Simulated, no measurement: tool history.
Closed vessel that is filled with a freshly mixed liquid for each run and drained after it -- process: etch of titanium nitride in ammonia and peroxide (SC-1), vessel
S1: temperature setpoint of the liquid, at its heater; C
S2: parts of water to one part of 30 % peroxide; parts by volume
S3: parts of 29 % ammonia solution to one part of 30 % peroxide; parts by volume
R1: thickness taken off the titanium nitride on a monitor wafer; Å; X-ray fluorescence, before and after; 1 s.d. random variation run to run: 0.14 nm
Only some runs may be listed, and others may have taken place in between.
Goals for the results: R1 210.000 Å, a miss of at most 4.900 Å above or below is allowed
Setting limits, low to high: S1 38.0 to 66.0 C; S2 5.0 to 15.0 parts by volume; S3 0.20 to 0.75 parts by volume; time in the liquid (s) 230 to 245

{"run": 1, "hour": 0.0, "S1": 50.0, "S2": 8.5, "S3": 0.45, "time in the liquid (s)": 230, "R1": 105.31}
{"run": 2, "hour": 4.4, "S1": 52.0, "S2": 8.5, "S3": 0.45, "time in the liquid (s)": 230, "R1": 122.84}
{"run": 3, "hour": 5.7, "S1": 46.5, "S2": 8.5, "S3": 0.45, "time in the liquid (s)": 230, "R1": 82.307}
{"run": 4, "hour": 11.1, "S1": 46.5, "S2": 8.5, "S3": 0.3, "time in the liquid (s)": 230, "R1": 77.486}
{"run": 5, "hour": 13.8, "S1": 49.5, "S2": 8.5, "S3": 0.3, "time in the liquid (s)": 230, "R1": 96.191}
{"run": 6, "hour": 21.0, "S1": 52.0, "S2": 8.5, "S3": 0.3, "time in the liquid (s)": 230, "R1": 114.2}
{"run": 7, "hour": 29.4, "S1": 60.0, "S2": 8.5, "S3": 0.3, "time in the liquid (s)": 230, "R1": 192.28}
{"run": 8, "hour": 35.0, "S1": 60.5, "S2": 8.5, "S3": 0.3, "time in the liquid (s)": 230, "R1": 201.22}

Which one of the following 4 next-run settings gets every result inside its allowed miss? There is exactly one.
{"run": "A", "hour": 40.6, "S1": 59.5, "S2": 7.5, "S3": 0.3, "time in the liquid (s)": 230, "R1": "?"}
{"run": "B", "hour": 40.6, "S1": 60.0, "S2": 9.0, "S3": 0.35, "time in the liquid (s)": 230, "R1": "?"}
{"run": "C", "hour": 40.6, "S1": 59.5, "S2": 8.5, "S3": 0.4, "time in the liquid (s)": 230, "R1": "?"}
{"run": "D", "hour": 40.6, "S1": 63.0, "S2": 10.5, "S3": 0.2, "time in the liquid (s)": 245, "R1": "?"}

move=A R1=199.800
move=B R1=193.190
move=C R1=197.200
move=D R1=207.730
A: the biggest miss grows against the last run
B: the biggest miss grows against the last run
C: the biggest miss grows against the last run
D: hits every target within its allowed miss
The right move is D.

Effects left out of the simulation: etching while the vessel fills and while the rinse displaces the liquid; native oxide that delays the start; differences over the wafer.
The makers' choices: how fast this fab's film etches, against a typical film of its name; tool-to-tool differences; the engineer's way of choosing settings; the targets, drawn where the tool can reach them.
